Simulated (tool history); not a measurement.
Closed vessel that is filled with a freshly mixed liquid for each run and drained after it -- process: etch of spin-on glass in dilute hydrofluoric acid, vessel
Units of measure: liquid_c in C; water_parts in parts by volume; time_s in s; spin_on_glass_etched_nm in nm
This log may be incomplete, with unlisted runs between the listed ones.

{"run": 1, "hour": 0.0, "liquid_c": 26, "water_parts": 250, "time_s": 85, "spin_on_glass_etched_nm": 10.618}
{"run": 2, "hour": 4.0, "liquid_c": 27, "water_parts": 235, "time_s": 85, "spin_on_glass_etched_nm": 11.703}
{"run": 3, "hour": 5.5, "liquid_c": 28, "water_parts": 220, "time_s": 85, "spin_on_glass_etched_nm": 13.191}
{"run": 4, "hour": 11.6, "liquid_c": 29.5, "water_parts": 220, "time_s": 85, "spin_on_glass_etched_nm": 13.92}
{"run": 5, "hour": 13.9, "liquid_c": 30, "water_parts": 205, "time_s": 85, "spin_on_glass_etched_nm": 15.527}
{"run": 6, "hour": 15.6, "liquid_c": 30, "water_parts": 150, "time_s": 85, "spin_on_glass_etched_nm": 22.683}
{"run": 7, "hour": 19.1, "liquid_c": 30, "water_parts": 150, "time_s": 85, "spin_on_glass_etched_nm": 22.827}
{"run": 8, "hour": 27.2, "liquid_c": 30.5, "water_parts": 150, "time_s": 85, "spin_on_glass_etched_nm": 23.464}

Run 9 is up next; what results do you expect?
{"run": 9, "hour": 29.3, "liquid_c": 31, "water_parts": 150, "time_s": 85, "spin_on_glass_etched_nm": "?"}

Run 9 measured spin_on_glass_etched_nm 23.497 nm.
